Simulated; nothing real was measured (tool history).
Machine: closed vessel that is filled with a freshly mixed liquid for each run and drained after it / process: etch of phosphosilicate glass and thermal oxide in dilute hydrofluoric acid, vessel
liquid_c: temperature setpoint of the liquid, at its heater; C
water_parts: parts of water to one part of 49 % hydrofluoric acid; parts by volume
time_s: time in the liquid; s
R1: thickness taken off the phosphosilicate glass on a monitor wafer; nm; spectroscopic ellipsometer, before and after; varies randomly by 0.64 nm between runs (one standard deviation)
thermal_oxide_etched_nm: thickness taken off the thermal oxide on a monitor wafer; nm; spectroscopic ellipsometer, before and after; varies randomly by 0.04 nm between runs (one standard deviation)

run 1 day=0 | liquid_c=23 water_parts=70 time_s=60 | R1=173.73 thermal_oxide_etched_nm=3.9367
run 2 day=0.096 | liquid_c=24 water_parts=70 time_s=60 | R1=181.56 thermal_oxide_etched_nm=4.0984
run 3 day=0.392 | liquid_c=24 water_parts=60 time_s=60 | R1=214.18 thermal_oxide_etched_nm=4.8617
run 4 day=0.621 | liquid_c=23.5 water_parts=60 time_s=60 | R1=209.21 thermal_oxide_etched_nm=4.7803
run 5 day=0.742 | liquid_c=23 water_parts=60 time_s=60 | R1=205.41 thermal_oxide_etched_nm=4.5888
run 6 day=0.833 | liquid_c=23 water_parts=45 time_s=60 | R1=279.46 thermal_oxide_etched_nm=6.3629
run 7 day=1.054 | liquid_c=23 water_parts=45 time_s=60 | R1=280.89 thermal_oxide_etched_nm=6.3849

Forecast run 8:
run 8 day=1.288 | liquid_c=19 water_parts=60 time_s=60 | R1=? thermal_oxide_etched_nm=?

Run 8 came out at R1 174.83 nm, thermal_oxide_etched_nm 3.9379 nm.

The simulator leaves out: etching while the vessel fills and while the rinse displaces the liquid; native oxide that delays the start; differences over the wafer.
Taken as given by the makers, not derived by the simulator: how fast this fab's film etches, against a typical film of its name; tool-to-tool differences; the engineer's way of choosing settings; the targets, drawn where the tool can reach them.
